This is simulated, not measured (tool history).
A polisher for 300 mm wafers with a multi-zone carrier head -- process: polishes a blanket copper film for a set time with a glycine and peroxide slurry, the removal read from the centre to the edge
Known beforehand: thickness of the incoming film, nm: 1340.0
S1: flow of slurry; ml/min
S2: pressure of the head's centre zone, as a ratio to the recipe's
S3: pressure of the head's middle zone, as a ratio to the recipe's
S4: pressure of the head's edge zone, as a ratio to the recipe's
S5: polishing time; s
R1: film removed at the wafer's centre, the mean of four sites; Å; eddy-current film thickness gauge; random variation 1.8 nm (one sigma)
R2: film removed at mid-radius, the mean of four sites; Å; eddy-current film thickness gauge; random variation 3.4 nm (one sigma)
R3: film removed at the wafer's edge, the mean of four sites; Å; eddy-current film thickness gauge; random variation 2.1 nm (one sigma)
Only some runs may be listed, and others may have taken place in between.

Run 1, hour 0: S1 165 ml/min, S2 1, S3 1, S4 1, S5 56 s. Result: R1 1661.2 Å, R2 1618.2 Å, R3 1650.6 Å.
Run 2, hour 7.2: S1 165 ml/min, S2 1, S3 1, S4 1, S5 49 s. Result: R1 1455 Å, R2 1422.2 Å, R3 1431.4 Å.
Run 3, hour 13.6: S1 165 ml/min, S2 1, S3 1.01, S4 1.02, S5 51 s. Result: R1 1507.4 Å, R2 1504 Å, R3 1528.4 Å.
Run 4, hour 17.1: S1 130 ml/min, S2 1, S3 1.01, S4 1.02, S5 51 s. Result: R1 1443.1 Å, R2 1440.1 Å, R3 1499.4 Å.
Run 5, hour 18.4: S1 130 ml/min, S2 1, S3 1.08, S4 1.02, S5 51 s. Result: R1 1456.1 Å, R2 1527.7 Å, R3 1467.2 Å.
Run 6, hour 21.3: S1 145 ml/min, S2 1, S3 1.08, S4 1.02, S5 51 s. Result: R1 1476.4 Å, R2 1539.8 Å, R3 1511.9 Å.
Run 7, hour 29.9: S1 150 ml/min, S2 1, S3 1.09, S4 1.04, S5 53 s. Result: R1 1548.6 Å, R2 1651.4 Å, R3 1578.4 Å.
Run 8, hour 30.9: S1 150 ml/min, S2 1, S3 1.08, S4 1.06, S5 55 s. Result: R1 1591.6 Å, R2 1709.1 Å, R3 1667.6 Å.
Run 9, hour 39: S1 155 ml/min, S2 1, S3 1.07, S4 1.07, S5 57 s. Result: R1 1665.8 Å, R2 1804.5 Å, R3 1720.3 Å.
Run 10, hour 46.3: S1 155 ml/min, S2 1, S3 1.05, S4 1.08, S5 59 s. Result: R1 1724.4 Å, R2 1854.5 Å, R3 1779.9 Å.
Run 11, hour 51.7: S1 155 ml/min, S2 0.99, S3 1.03, S4 1.09, S5 61 s. Result: R1 1791.9 Å, R2 1876.3 Å, R3 1877.2 Å.
Run 12, hour 54.6: S1 155 ml/min, S2 0.99, S3 1.02, S4 1.1, S5 62 s. Result: R1 1768.2 Å, R2 1879 Å, R3 1889.8 Å.
Run 13, hour 57.2: S1 155 ml/min, S2 0.99, S3 1.01, S4 1.11, S5 63 s. Result: R1 1811.4 Å, R2 1872.8 Å, R3 1932.1 Å.
Run 14, hour 64.1: S1 160 ml/min, S2 0.99, S3 1.01, S4 1.12, S5 64 s. Result: R1 1863.4 Å, R2 1895.4 Å, R3 1939.5 Å.
Run 15, hour 68: S1 155 ml/min, S2 0.98, S3 1.01, S4 1.12, S5 65 s. Result: R1 1861.1 Å, R2 1908.9 Å, R3 2006.7 Å.
Run 16, hour 76.6: S1 160 ml/min, S2 0.98, S3 1.01, S4 1.13, S5 66 s. Result: R1 1896 Å, R2 1938.6 Å, R3 2058.1 Å.
Run 17, hour 77.1: S1 165 ml/min, S2 0.98, S3 1.01, S4 1.14, S5 67 s. Result: R1 1927.5 Å, R2 1972.5 Å, R3 2110.5 Å.
Run 18, hour 78.1: S1 170 ml/min, S2 0.98, S3 1.02, S4 1.15, S5 68 s. Result: R1 1976.1 Å, R2 2059.9 Å, R3 2142 Å.
Run 19, hour 80.6: S1 170 ml/min, S2 0.98, S3 1.02, S4 1.15, S5 69 s. Result: R1 2000.6 Å, R2 2095.2 Å, R3 2150.9 Å.

The next listed run, before its measurement:
Run 20, hour 83.9: S1 170 ml/min, S2 0.98, S3 1.02, S4 1.15, S5 70 s. Result: R1 ?, R2 ?, R3 ?.

{"run 20": {"R1": 2028.1, "R2": 2073.1, "R3": 2194.1}}

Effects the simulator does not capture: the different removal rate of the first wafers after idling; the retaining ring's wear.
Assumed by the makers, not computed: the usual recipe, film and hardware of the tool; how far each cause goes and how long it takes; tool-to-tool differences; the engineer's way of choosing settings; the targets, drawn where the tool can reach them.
